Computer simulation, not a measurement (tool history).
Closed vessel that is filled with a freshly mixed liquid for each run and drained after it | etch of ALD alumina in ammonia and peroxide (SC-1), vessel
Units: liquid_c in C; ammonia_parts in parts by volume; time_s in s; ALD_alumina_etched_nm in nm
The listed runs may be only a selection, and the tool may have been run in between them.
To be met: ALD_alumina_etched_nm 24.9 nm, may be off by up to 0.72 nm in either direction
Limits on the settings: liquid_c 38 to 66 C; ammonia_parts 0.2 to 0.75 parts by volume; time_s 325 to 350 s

Run 1, hour 0: liquid_c 50 C, ammonia_parts 0.45 parts by volume, time_s 325 s. Result: ALD_alumina_etched_nm 13.322 nm.
Run 2, hour 5.3: liquid_c 52 C, ammonia_parts 0.45 parts by volume, time_s 325 s. Result: ALD_alumina_etched_nm 14.83 nm.
Run 3, hour 12.4: liquid_c 53.5 C, ammonia_parts 0.45 parts by volume, time_s 325 s. Result: ALD_alumina_etched_nm 15.969 nm.
Run 4, hour 16.4: liquid_c 55 C, ammonia_parts 0.45 parts by volume, time_s 325 s. Result: ALD_alumina_etched_nm 17.539 nm.
Run 5, hour 21.7: liquid_c 56 C, ammonia_parts 0.45 parts by volume, time_s 325 s. Result: ALD_alumina_etched_nm 18.454 nm.
Run 6, hour 25.5: liquid_c 59 C, ammonia_parts 0.45 parts by volume, time_s 325 s. Result: ALD_alumina_etched_nm 21.24 nm.
Run 7, hour 30.8: liquid_c 59.5 C, ammonia_parts 0.45 parts by volume, time_s 325 s. Result: ALD_alumina_etched_nm 22.336 nm.
Run 8, hour 33.7: liquid_c 60 C, ammonia_parts 0.45 parts by volume, time_s 325 s. Result: ALD_alumina_etched_nm 22.512 nm.
Run 9, hour 42.5: liquid_c 60.5 C, ammonia_parts 0.45 parts by volume, time_s 325 s. Result: ALD_alumina_etched_nm 23.143 nm.

Below are 5 possible settings for the next run. Only one of them brings all results inside the allowed miss of their targets. Which is it?
Run A, hour 51.3: liquid_c 58.5 C, ammonia_parts 0.35 parts by volume, time_s 345 s. Result: ALD_alumina_etched_nm ?.
Run B, hour 51.3: liquid_c 59.5 C, ammonia_parts 0.5 parts by volume, time_s 325 s. Result: ALD_alumina_etched_nm ?.
Run C, hour 51.3: liquid_c 58 C, ammonia_parts 0.45 parts by volume, time_s 345 s. Result: ALD_alumina_etched_nm ?.
Run D, hour 51.3: liquid_c 59.5 C, ammonia_parts 0.45 parts by volume, time_s 325 s. Result: ALD_alumina_etched_nm ?.
Run E, hour 51.3: liquid_c 62 C, ammonia_parts 0.45 parts by volume, time_s 325 s. Result: ALD_alumina_etched_nm ?.

move  ALD_alumina_etched_nm
   A                 21.615
   B                 22.179
   C                 21.568
   D                 21.959
   E                 24.951
A: its largest miss is bigger than the last run's
B: its largest miss is bigger than the last run's
C: its largest miss is bigger than the last run's
D: its largest miss is bigger than the last run's
E: meets every target
Correct choice: E, which meets every target
